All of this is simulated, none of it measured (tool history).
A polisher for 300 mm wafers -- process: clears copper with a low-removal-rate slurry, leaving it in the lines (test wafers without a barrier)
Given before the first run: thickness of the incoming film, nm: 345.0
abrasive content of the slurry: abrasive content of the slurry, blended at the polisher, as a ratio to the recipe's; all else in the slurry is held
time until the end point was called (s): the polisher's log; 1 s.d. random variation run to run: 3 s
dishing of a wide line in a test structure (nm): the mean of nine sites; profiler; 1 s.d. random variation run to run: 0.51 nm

run  hour  flow of slurry (ml/min)  pressure of the wafer on the pad (psi)  speed of the pad under the wafer (cm/s)  abrasive content of the slurry  overpolish time after the end point (s)  time until the end point was called (s)  dishing of a wide line in a test structure (nm)
  1   0.0                      220                                     2.7                                       94                             1.0                                       17                                   109.76                                           33.652
  2   8.2                      220                                     2.4                                       92                             1.0                                       18                                   123.79                                           32.325
  3  11.0                      220                                     2.1                                       92                             1.0                                       18                                   139.56                                           27.752
  4  13.7                      220                                     2.0                                       90                             1.0                                       19                                   153.55                                           28.126
  5  17.9                      220                                     2.0                                       90                             1.0                                       14                                   147.55                                           20.847
  6  20.5                      220                                     1.9                                       88                             1.0                                       16                                   161.09                                           23.055
  7  23.0                      220                                     1.9                                       88                             1.0                                       17                                   159.15                                           24.117

For run 8, what comes out?
  8  25.9                      220                                     1.9                                       88                             1.0                                       18                                        ?                                                ?

Run 8 yielded time until the end point was called (s) 162.78, dishing of a wide line in a test structure (nm) 24.386.
